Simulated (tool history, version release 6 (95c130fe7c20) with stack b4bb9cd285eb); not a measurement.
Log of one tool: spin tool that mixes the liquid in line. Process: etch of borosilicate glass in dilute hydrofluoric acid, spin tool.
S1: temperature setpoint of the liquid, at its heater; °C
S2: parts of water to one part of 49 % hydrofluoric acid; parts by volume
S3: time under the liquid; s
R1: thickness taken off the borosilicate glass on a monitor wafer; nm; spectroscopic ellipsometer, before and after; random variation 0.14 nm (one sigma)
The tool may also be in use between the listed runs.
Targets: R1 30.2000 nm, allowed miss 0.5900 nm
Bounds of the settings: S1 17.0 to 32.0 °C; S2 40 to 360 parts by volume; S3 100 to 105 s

{"run": 1, "hour": 0.0, "S1": 24.0, "S2": 200, "S3": 100, "R1": 10.983}
{"run": 2, "hour": 7.2, "S1": 21.5, "S2": 200, "S3": 100, "R1": 10.061}
{"run": 3, "hour": 15.6, "S1": 21.5, "S2": 200, "S3": 105, "R1": 10.392}
{"run": 4, "hour": 20.4, "S1": 23.0, "S2": 185, "S3": 105, "R1": 12.216}
{"run": 5, "hour": 27.8, "S1": 23.0, "S2": 185, "S3": 105, "R1": 12.136}
{"run": 6, "hour": 31.1, "S1": 23.0, "S2": 245, "S3": 105, "R1": 8.6101}
{"run": 7, "hour": 40.1, "S1": 24.5, "S2": 220, "S3": 105, "R1": 10.437}
{"run": 8, "hour": 43.6, "S1": 25.5, "S2": 195, "S3": 105, "R1": 12.473}
{"hour": 46.7, "done": "thermometer replaced"}
{"run": 9, "hour": 46.7, "S1": 26.5, "S2": 175, "S3": 105, "R1": 15.67}
{"run": 10, "hour": 47.5, "S1": 27.5, "S2": 165, "S3": 105, "R1": 17.264}
{"run": 11, "hour": 54.1, "S1": 28.0, "S2": 155, "S3": 105, "R1": 18.941}
{"run": 12, "hour": 57.4, "S1": 28.5, "S2": 150, "S3": 105, "R1": 20.142}

5 next moves are on the table. One of them brings every result within its allowed miss. Which?
{"run": "A", "hour": 60.7, "S1": 31.0, "S2": 115, "S3": 105, "R1": "?"}
{"run": "B", "hour": 60.7, "S1": 30.5, "S2": 110, "S3": 105, "R1": "?"}
{"run": "C", "hour": 60.7, "S1": 27.5, "S2": 160, "S3": 100, "R1": "?"}
{"run": "D", "hour": 60.7, "S1": 29.0, "S2": 210, "S3": 100, "R1": "?"}
{"run": "E", "hour": 60.7, "S1": 29.5, "S2": 105, "S3": 105, "R1": "?"}

move=A R1=30.2320
move=B R1=31.2490
move=C R1=17.1610
move=D R1=12.9880
move=E R1=31.7620
A: meets every target
B: takes the result that was furthest off past its target
C: further off than the last run
D: further off than the last run
E: takes the result that was furthest off past its target
Move A is the one to make.
